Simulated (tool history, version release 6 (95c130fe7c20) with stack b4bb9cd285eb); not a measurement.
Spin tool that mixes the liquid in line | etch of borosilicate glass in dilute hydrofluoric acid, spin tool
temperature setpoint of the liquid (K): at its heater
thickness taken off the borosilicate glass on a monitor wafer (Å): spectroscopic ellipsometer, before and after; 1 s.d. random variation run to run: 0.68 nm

| run | hour | temperature setpoint of the liquid (K) | parts of water to one part of 49 % hydrofluoric acid (parts by volume) | time under the liquid (s) | thickness taken off the borosilicate glass on a monitor wafer (Å) |
|---|---|---|---|---|---|
| 1 | 0 | 298.15 | 60 | 115 | 652.02 |
| 2 | 2.2 | 298.15 | 40 | 115 | 1002.8 |
| 3 | 9.3 | 296.65 | 40 | 115 | 938.2 |
| 4 | 17.2 | 298.65 | 40 | 115 | 1011.7 |
| 5 | 22.4 | 298.65 | 25 | 115 | 1683.4 |
| 6 | 29.2 | 298.65 | 25 | 115 | 1697.7 |
| 7 | 37.8 | 296.15 | 30 | 115 | 1262.3 |
| 8 | 42.3 | 294.65 | 30 | 115 | 1198.6 |
| 9 | 48.6 | 290.65 | 50 | 115 | 587.46 |
| 10 | 56.4 | 292.15 | 50 | 115 | 621.59 |

What will run 11 give?
| 11 | 61 | 293.15 | 50 | 115 | ? |

{"run 11": {"thickness taken off the borosilicate glass on a monitor wafer (Å)": 656.02}}

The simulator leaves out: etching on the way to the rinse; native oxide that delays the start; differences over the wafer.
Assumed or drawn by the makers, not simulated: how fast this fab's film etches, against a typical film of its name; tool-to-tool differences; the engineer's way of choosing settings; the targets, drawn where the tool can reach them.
